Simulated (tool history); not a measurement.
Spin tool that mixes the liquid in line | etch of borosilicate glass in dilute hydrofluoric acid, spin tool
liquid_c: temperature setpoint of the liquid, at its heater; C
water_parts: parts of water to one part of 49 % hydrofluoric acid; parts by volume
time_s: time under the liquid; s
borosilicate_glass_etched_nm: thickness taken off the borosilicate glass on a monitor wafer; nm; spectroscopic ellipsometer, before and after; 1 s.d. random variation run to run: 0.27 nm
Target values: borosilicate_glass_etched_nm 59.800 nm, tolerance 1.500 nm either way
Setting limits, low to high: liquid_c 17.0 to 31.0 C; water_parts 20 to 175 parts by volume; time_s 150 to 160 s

Run 1, day 0.000: liquid_c 23.0 C, water_parts 95 parts by volume, time_s 150 s. Result: borosilicate_glass_etched_nm 45.247 nm.
Run 2, day 0.325: liquid_c 23.0 C, water_parts 95 parts by volume, time_s 160 s. Result: borosilicate_glass_etched_nm 48.303 nm.
Run 3, day 0.592: liquid_c 23.5 C, water_parts 95 parts by volume, time_s 160 s. Result: borosilicate_glass_etched_nm 49.144 nm.
Run 4, day 0.712: liquid_c 23.5 C, water_parts 95 parts by volume, time_s 160 s. Result: borosilicate_glass_etched_nm 48.793 nm.
Run 5, day 0.754: liquid_c 23.5 C, water_parts 95 parts by volume, time_s 150 s. Result: borosilicate_glass_etched_nm 45.826 nm.
Run 6, day 1.012: liquid_c 23.5 C, water_parts 95 parts by volume, time_s 160 s. Result: borosilicate_glass_etched_nm 49.393 nm.
Run 7, day 1.221: liquid_c 24.0 C, water_parts 95 parts by volume, time_s 160 s. Result: borosilicate_glass_etched_nm 50.610 nm.
Run 8, day 1.321: liquid_c 24.5 C, water_parts 95 parts by volume, time_s 160 s. Result: borosilicate_glass_etched_nm 50.717 nm.

Which single option among these 5 for the next run brings every result within its allowed miss of target? Just one does.
Run A, day 1.421: liquid_c 28.5 C, water_parts 90 parts by volume, time_s 160 s. Result: borosilicate_glass_etched_nm ?.
Run B, day 1.421: liquid_c 25.0 C, water_parts 80 parts by volume, time_s 160 s. Result: borosilicate_glass_etched_nm ?.
Run C, day 1.421: liquid_c 28.5 C, water_parts 90 parts by volume, time_s 150 s. Result: borosilicate_glass_etched_nm ?.
Run D, day 1.421: liquid_c 21.5 C, water_parts 70 parts by volume, time_s 160 s. Result: borosilicate_glass_etched_nm ?.
Run E, day 1.421: liquid_c 25.5 C, water_parts 90 parts by volume, time_s 160 s. Result: borosilicate_glass_etched_nm ?.

move  borosilicate_glass_etched_nm
   A                        63.078
   B                        62.722
   C                        59.135
   D                        62.968
   E                        56.137
A: pushes the last run's worst result past its target
B: pushes the last run's worst result past its target
C: hits every target within its allowed miss
D: pushes the last run's worst result past its target
E: closes in on the targets versus the last run, not all within tolerance yet
C meets every target.
